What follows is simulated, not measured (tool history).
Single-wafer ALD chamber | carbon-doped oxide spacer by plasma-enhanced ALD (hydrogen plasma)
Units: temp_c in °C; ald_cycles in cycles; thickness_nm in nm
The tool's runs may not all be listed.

run	hour	temp_c	ald_cycles	thickness_nm
1	0.0	385	383	19.312
2	5.7	385	363	18.196
3	11.3	385	379	19.050
4	13.2	375	379	19.043
5	20.8	365	379	19.001
6	29.2	365	393	19.739

Run 7 comes next. What will it give?
7	34.1	365	393	?

Run 7 gave thickness_nm 19.668 nm.
